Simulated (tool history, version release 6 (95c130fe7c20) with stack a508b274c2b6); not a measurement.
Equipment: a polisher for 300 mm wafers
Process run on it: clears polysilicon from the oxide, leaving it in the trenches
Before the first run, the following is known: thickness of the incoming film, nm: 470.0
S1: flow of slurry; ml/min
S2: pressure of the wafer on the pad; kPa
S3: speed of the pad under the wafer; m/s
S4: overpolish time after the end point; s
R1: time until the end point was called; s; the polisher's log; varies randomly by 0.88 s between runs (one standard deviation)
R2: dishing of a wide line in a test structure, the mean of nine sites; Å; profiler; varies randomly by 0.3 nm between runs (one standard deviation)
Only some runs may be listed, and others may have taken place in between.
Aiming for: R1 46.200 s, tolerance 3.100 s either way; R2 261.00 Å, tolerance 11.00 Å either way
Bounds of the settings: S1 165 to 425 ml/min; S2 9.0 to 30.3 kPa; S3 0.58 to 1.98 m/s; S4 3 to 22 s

run	hour	S1	S2	S3	S4	R1	R2
1	0.0	275	19.3	1.28	11	25.402	693.76
2	2.2	275	19.3	1.28	7	25.109	625.79
3	10.3	280	17.9	1.22	7	27.207	589.92
4	16.0	305	17.9	1.22	7	28.809	592.37
5	17.0	305	17.9	1.04	7	33.637	551.51
6	20.8	350	17.9	1.04	7	31.861	573.13
7	21.9	330	17.2	0.98	7	36.005	537.34
8	23.2	310	17.2	0.94	7	38.905	512.49
9	25.5	310	17.2	0.94	7	37.746	517.19
10	29.5	295	17.2	0.90	7	39.682	511.97
11	32.6	280	17.2	0.86	7	41.828	497.14
12	33.2	265	17.2	0.82	7	44.902	486.03
13	40.1	255	17.2	0.80	7	44.864	486.31

4 candidate next runs follow, results not yet known. Just one meets every target within its allowed miss. Identify it.
A	47.0	390	21.4	0.58	3	?	?
B	47.0	270	20.7	0.58	3	?	?
C	47.0	235	17.2	0.76	13	?	?
D	47.0	265	20.0	0.66	12	?	?

move	R1	R2
A	46.664	260.06
B	49.800	246.74
C	46.820	631.75
D	45.677	619.28
A: each result inside its tolerance
B: moves the result that the last run missed by most past its target, out the other side
C: the biggest miss grows against the last run
D: the biggest miss grows against the last run
The right move is A.
